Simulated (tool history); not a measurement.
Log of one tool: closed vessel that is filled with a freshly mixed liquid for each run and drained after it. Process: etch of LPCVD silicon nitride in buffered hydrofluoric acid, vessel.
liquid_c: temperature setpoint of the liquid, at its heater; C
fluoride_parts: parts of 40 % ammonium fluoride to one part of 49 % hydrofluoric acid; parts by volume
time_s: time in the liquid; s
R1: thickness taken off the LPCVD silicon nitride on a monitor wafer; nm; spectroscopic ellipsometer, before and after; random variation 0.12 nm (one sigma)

run 1 hour=0.0 | liquid_c=24.0 fluoride_parts=9.0 time_s=1060 | R1=17.125
run 2 hour=9.0 | liquid_c=24.0 fluoride_parts=11.0 time_s=1060 | R1=14.466
run 3 hour=16.6 | liquid_c=24.0 fluoride_parts=11.0 time_s=1060 | R1=14.580
run 4 hour=21.2 | liquid_c=25.0 fluoride_parts=11.0 time_s=1060 | R1=15.502
run 5 hour=30.2 | liquid_c=25.5 fluoride_parts=11.0 time_s=1060 | R1=15.810
run 6 hour=37.8 | liquid_c=26.0 fluoride_parts=11.0 time_s=1060 | R1=16.163
run 7 hour=40.0 | liquid_c=26.5 fluoride_parts=11.0 time_s=1060 | R1=16.745
run 8 hour=45.2 | liquid_c=27.0 fluoride_parts=11.0 time_s=1060 | R1=17.079

The next listed run, before its measurement:
run 9 hour=50.5 | liquid_c=31.0 fluoride_parts=11.0 time_s=1060 | R1=?

{"run 9": {"R1": 21.297}}
